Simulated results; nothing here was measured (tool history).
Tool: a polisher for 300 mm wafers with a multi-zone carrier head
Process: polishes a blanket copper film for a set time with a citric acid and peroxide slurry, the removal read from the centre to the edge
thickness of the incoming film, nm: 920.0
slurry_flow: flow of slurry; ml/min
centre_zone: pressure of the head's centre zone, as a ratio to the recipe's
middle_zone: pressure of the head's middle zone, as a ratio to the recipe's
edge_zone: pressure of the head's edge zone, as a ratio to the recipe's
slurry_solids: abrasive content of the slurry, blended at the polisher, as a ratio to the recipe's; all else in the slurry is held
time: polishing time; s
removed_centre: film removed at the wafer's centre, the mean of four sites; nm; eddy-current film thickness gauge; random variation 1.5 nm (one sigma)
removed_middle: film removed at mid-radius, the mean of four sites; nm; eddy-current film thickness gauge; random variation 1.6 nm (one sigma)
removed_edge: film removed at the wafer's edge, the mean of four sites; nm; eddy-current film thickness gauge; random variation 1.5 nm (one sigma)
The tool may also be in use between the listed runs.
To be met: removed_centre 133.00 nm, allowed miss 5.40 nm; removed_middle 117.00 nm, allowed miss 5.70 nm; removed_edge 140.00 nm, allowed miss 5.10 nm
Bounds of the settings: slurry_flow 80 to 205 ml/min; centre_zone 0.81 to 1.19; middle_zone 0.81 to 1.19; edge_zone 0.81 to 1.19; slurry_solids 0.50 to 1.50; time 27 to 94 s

run,day,slurry_flow,centre_zone,middle_zone,edge_zone,slurry_solids,time,removed_centre,removed_middle,removed_edge
1,0.000,135,1.00,1.00,1.00,1.00,60,151.43,149.98,148.90
2,0.183,135,1.00,1.00,1.00,0.80,60,146.57,141.54,144.00
3,0.358,135,0.92,1.00,1.00,0.80,60,138.68,142.90,140.66
4,0.717,135,0.92,1.00,1.00,0.65,60,129.99,137.49,135.66
5,0.750,135,0.92,1.05,1.00,0.65,60,126.95,139.02,135.27
6,0.842,135,0.92,1.05,1.00,0.55,60,123.76,134.85,130.58
7,0.958,135,0.94,1.01,1.04,0.55,59,123.99,130.96,130.32
8,1.217,125,0.96,0.96,1.08,0.60,59,125.82,126.87,135.88

5 next moves are on the table. One of them brings every result within its allowed miss. Which?
A,1.475,115,1.13,0.86,1.17,0.55,56,?,?,?
B,1.475,125,1.04,0.90,1.19,0.70,56,?,?,?
C,1.475,135,1.07,0.92,1.19,0.50,56,?,?,?
D,1.475,145,0.96,0.97,1.02,0.55,60,?,?,?
E,1.475,90,0.89,0.94,1.14,0.75,61,?,?,?

move,removed_centre,removed_middle,removed_edge
A,130.55,104.28,125.75
B,131.75,116.85,135.97
C,127.83,112.36,127.70
D,130.04,130.61,130.68
E,113.84,121.06,137.21
A: takes the result that was furthest off past its target
B: meets every target
C: brings the result that was furthest off to its target, and leaves another outside
D: further off than the last run
E: brings the result that was furthest off to its target, and leaves another outside
Answer: B
